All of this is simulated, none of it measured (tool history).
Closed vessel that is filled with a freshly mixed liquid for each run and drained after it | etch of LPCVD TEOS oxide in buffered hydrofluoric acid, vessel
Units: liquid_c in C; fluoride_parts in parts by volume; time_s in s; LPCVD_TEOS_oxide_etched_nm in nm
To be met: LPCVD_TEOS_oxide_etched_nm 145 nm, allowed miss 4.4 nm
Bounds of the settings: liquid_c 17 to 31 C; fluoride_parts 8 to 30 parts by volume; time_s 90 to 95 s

Run 1, hour 0: liquid_c 23 C, fluoride_parts 22.5 parts by volume, time_s 90 s. Result: LPCVD_TEOS_oxide_etched_nm 118.65 nm.
Run 2, hour 7.4: liquid_c 25 C, fluoride_parts 22.5 parts by volume, time_s 90 s. Result: LPCVD_TEOS_oxide_etched_nm 132.55 nm.
Run 3, hour 12.2: liquid_c 25 C, fluoride_parts 22.5 parts by volume, time_s 90 s. Result: LPCVD_TEOS_oxide_etched_nm 133.58 nm.
Run 4, hour 17.6: liquid_c 25.5 C, fluoride_parts 22.5 parts by volume, time_s 90 s. Result: LPCVD_TEOS_oxide_etched_nm 136.02 nm.
Run 5, hour 22.1: liquid_c 26 C, fluoride_parts 22.5 parts by volume, time_s 90 s. Result: LPCVD_TEOS_oxide_etched_nm 138.67 nm.
Run 6, hour 27.5: liquid_c 22.5 C, fluoride_parts 22.5 parts by volume, time_s 90 s. Result: LPCVD_TEOS_oxide_etched_nm 114.48 nm.
Run 7, hour 34.7: liquid_c 23.5 C, fluoride_parts 22.5 parts by volume, time_s 90 s. Result: LPCVD_TEOS_oxide_etched_nm 122.09 nm.
Run 8, hour 40.2: liquid_c 24 C, fluoride_parts 22.5 parts by volume, time_s 90 s. Result: LPCVD_TEOS_oxide_etched_nm 124.85 nm.
Run 9, hour 41.6: liquid_c 24.5 C, fluoride_parts 22.5 parts by volume, time_s 90 s. Result: LPCVD_TEOS_oxide_etched_nm 130.21 nm.

4 next moves are on the table. One of them brings every result within its allowed miss. Which?
Run A, hour 43: liquid_c 22.5 C, fluoride_parts 22.5 parts by volume, time_s 90 s. Result: LPCVD_TEOS_oxide_etched_nm ?.
Run B, hour 43: liquid_c 25 C, fluoride_parts 29.5 parts by volume, time_s 90 s. Result: LPCVD_TEOS_oxide_etched_nm ?.
Run C, hour 43: liquid_c 23 C, fluoride_parts 17.5 parts by volume, time_s 90 s. Result: LPCVD_TEOS_oxide_etched_nm ?.
Run D, hour 43: liquid_c 25 C, fluoride_parts 21.5 parts by volume, time_s 90 s. Result: LPCVD_TEOS_oxide_etched_nm ?.

move  LPCVD_TEOS_oxide_etched_nm
   A                       115.8
   B                      110.26
   C                      147.27
   D                      137.05
A: further off than the last run
B: further off than the last run
C: meets every target
D: nearer than the last run, and not there yet
The right move is C.

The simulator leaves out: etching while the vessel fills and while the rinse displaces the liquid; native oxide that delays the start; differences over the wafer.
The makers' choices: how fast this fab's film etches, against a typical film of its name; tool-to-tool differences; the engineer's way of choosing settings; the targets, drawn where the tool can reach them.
